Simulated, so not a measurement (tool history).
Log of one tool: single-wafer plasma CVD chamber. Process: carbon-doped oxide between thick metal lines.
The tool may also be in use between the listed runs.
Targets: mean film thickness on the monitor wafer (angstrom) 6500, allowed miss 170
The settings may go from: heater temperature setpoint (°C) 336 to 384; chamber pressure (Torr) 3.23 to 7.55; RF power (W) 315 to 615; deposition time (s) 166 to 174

run  hour  heater temperature setpoint (°C)  chamber pressure (Torr)  RF power (W)  deposition time (s)  mean film thickness on the monitor wafer (angstrom)
  1     0                               360                     5.39           465                  174                                               7536.5
  2   5.9                               360                     5.39           465                  174                                               7582.7
  3    10                               361                     5.19           440                  173                                               7264.3
  4  13.8                               361                     5.19           440                  174                                               7311.1
  5  14.8                               361                     5.19           440                  174                                               7318.9
  6    17                               361                     5.16           415                  172                                               6995.9
  7  25.9                               361                     5.11           400                  171                                               6899.5
  8  26.8                               362                     5.02           390                  170                                                 6708

Which of these 5 next moves meets every target?
  A  27.7                               364                     4.34           415                  174                                                    ?
  B  27.7                               353                      4.2           410                  171                                                    ?
  C  27.7                               365                     6.37           375                  174                                                    ?
  D  27.7                               379                     5.41           405                  166                                                    ?
  E  27.7                               354                     3.23           485                  167                                                    ?

move  mean film thickness on the monitor wafer (angstrom)
   A                                               6849.2
   B                                               6803.7
   C                                               6992.1
   D                                               6569.8
   E                                                 6842
A: further off than the last run
B: further off than the last run
C: further off than the last run
D: meets every target
E: further off than the last run
The right move is D.
